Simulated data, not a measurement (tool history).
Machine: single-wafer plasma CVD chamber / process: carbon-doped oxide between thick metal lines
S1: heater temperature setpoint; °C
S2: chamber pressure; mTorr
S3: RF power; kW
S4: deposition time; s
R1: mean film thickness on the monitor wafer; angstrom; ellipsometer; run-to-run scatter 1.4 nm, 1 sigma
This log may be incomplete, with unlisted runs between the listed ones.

run  hour   S1    S2     S3    S4      R1
  1     0  345  4580  0.615  81.7    4955
  2   7.7  346  4380  0.585  81.2  4804.8
  3  13.4  346  5190  0.585  81.2  4953.3
  4  17.9  346  5190   0.66  81.2  5189.3
  5  24.3  348  4950   0.61  80.1  4872.1
  6  31.7  348  4530   0.61  80.1  4832.7
  7  33.9  349  4390   0.58  79.4  4625.3
  8    36  351  4250   0.57  79.3  4539.2

Run 9 comes next. What will it give?
  9  43.7  352  4160  0.56  79.2   ?

{"run 9": {"R1": 4477.8}}

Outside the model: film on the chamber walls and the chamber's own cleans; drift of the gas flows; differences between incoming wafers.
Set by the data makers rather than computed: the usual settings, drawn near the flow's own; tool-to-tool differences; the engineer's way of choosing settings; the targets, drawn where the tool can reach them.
